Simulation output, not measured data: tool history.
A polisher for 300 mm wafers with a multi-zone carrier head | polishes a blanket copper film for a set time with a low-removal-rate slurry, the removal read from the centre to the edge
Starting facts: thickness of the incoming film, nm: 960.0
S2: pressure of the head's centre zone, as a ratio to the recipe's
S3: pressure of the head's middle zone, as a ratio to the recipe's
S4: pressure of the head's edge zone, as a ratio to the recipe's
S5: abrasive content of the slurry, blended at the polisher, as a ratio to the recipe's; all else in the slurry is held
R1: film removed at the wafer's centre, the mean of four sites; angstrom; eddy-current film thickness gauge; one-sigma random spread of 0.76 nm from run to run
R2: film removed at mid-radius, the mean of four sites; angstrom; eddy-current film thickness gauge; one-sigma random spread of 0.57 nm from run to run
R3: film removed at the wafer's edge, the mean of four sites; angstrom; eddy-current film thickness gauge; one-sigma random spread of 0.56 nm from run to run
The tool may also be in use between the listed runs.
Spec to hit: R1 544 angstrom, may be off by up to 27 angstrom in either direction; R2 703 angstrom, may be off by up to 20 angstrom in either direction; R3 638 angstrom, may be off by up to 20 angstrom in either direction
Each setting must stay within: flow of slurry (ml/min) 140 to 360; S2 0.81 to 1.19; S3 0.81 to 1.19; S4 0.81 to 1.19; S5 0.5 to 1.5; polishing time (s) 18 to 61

run 1 hour=0 | flow_of_slurry_(ml/min)=230 S2=1 S3=1 S4=1 S5=1 polishing_time_(s)=39 | R1=960.82 R2=959.62 R3=926.1
run 2 hour=8.2 | flow_of_slurry_(ml/min)=215 S2=0.94 S3=1.01 S4=0.99 S5=0.85 polishing_time_(s)=36 | R1=760.85 R2=840.21 R3=800.43
run 3 hour=10.6 | flow_of_slurry_(ml/min)=215 S2=0.94 S3=1.01 S4=1.02 S5=0.85 polishing_time_(s)=36 | R1=767.59 R2=825.5 R3=815.03
run 4 hour=12.7 | flow_of_slurry_(ml/min)=215 S2=0.94 S3=1.01 S4=1.02 S5=1 polishing_time_(s)=36 | R1=822.51 R2=879.99 R3=868.85
run 5 hour=20.1 | flow_of_slurry_(ml/min)=235 S2=0.94 S3=1.01 S4=1.02 S5=1 polishing_time_(s)=36 | R1=829.42 R2=895.59 R3=860.17
run 6 hour=28.3 | flow_of_slurry_(ml/min)=235 S2=0.94 S3=0.97 S4=1.02 S5=1 polishing_time_(s)=36 | R1=826.2 R2=862.27 R3=857.86
run 7 hour=37 | flow_of_slurry_(ml/min)=235 S2=0.9 S3=0.97 S4=0.98 S5=0.85 polishing_time_(s)=36 | R1=743.98 R2=815.31 R3=815.41
run 8 hour=37.5 | flow_of_slurry_(ml/min)=230 S2=0.88 S3=0.99 S4=0.95 S5=0.75 polishing_time_(s)=35 | R1=666.89 R2=774.6 R3=762.13
run 9 hour=39.6 | flow_of_slurry_(ml/min)=225 S2=0.88 S3=1.01 S4=0.92 S5=0.7 polishing_time_(s)=34 | R1=643.79 R2=741.06 R3=691.03
run 10 hour=41.1 | flow_of_slurry_(ml/min)=175 S2=0.81 S3=1.07 S4=0.97 S5=0.5 polishing_time_(s)=33 | R1=469.21 R2=628.08 R3=572.33

Which of these 4 next moves meets every target?
run A hour=42.6 | flow_of_slurry_(ml/min)=155 S2=1 S3=0.85 S4=0.99 S5=0.55 polishing_time_(s)=35 | R1=? R2=? R3=?
run B hour=42.6 | flow_of_slurry_(ml/min)=150 S2=1.14 S3=1.06 S4=0.94 S5=0.55 polishing_time_(s)=29 | R1=? R2=? R3=?
run C hour=42.6 | flow_of_slurry_(ml/min)=140 S2=0.88 S3=1.13 S4=1.03 S5=0.55 polishing_time_(s)=35 | R1=? R2=? R3=?
run D hour=42.6 | flow_of_slurry_(ml/min)=180 S2=0.87 S3=1.11 S4=0.91 S5=0.55 polishing_time_(s)=32 | R1=? R2=? R3=?

move=A R1=642.71 R2=567.64 R3=631.48
move=B R1=603.76 R2=561.46 R3=511.11
move=C R1=551.79 R2=705.54 R3=626.71
move=D R1=528.4 R2=668.91 R3=572.9
A: its largest miss is bigger than the last run's
B: its largest miss is bigger than the last run's
C: each result inside its tolerance
D: nearer the targets than the last run, but a result is still out of spec
So the answer is move C, the one that meets all the targets.

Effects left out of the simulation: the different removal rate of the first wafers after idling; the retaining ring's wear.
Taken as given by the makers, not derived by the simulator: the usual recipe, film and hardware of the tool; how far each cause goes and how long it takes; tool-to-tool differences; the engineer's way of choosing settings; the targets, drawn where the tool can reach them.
